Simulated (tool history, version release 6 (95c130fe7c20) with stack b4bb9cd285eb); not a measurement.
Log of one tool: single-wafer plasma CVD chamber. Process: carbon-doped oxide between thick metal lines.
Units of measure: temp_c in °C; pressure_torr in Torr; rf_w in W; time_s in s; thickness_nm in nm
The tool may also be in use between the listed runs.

run	hour	temp_c	pressure_torr	rf_w	time_s	thickness_nm
1	0	370	5.24	465	295	1337.8
2	7.6	373	4.7	430	295	1203.3
3	11.2	373	5.18	430	295	1217.7
4	13.6	378	4.76	425	295	1177.7
5	19	378	4.76	425	305	1217.3
6	25.7	381	4.36	415	305	1163.3
7	33.5	384	4.03	410	305	1119

What will run 8 give?
8	39.9	384	4.03	410	305	?

thickness_nm: 1113.8 nm
